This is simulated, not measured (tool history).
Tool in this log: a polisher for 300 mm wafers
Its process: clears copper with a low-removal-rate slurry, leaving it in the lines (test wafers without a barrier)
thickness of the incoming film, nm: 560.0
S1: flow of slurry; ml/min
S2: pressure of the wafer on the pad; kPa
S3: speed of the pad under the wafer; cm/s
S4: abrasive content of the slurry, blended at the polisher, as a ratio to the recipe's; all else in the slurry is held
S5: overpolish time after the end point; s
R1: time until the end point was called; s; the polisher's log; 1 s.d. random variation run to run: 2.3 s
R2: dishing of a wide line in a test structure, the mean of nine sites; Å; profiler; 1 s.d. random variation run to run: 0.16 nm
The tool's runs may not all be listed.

| run | day | S1 | S2 | S3 | S4 | S5 | R1 | R2 |
|---|---|---|---|---|---|---|---|---|
| 1 | 0 | 200 | 24.1 | 108 | 1 | 14 | 145.2 | 381.19 |
| 2 | 0.146 | 205 | 23.4 | 108 | 1 | 13 | 150.03 | 341.48 |
| 3 | 0.525 | 205 | 26.2 | 108 | 1 | 13 | 131.48 | 386.82 |
| 4 | 0.729 | 210 | 24.8 | 108 | 1 | 12 | 140.41 | 340.53 |
| 5 | 1.088 | 210 | 22.1 | 108 | 1 | 12 | 160.71 | 308.11 |
| 6 | 1.408 | 210 | 22.1 | 108 | 1.2 | 12 | 154.15 | 317.58 |
| 7 | 1.562 | 210 | 21.4 | 108 | 1.2 | 11 | 160.42 | 285.5 |
| 8 | 1.821 | 215 | 20.7 | 108 | 1.2 | 10 | 161.94 | 257.3 |
| 9 | 1.979 | 220 | 20 | 108 | 1.2 | 9 | 167.65 | 227.37 |

What does the tool deliver on the next run?
| 10 | 2.067 | 235 | 16.5 | 110 | 1.2 | 5 | ? | ? |

{"run 10": {"R1": 193.71, "R2": 112.8}}
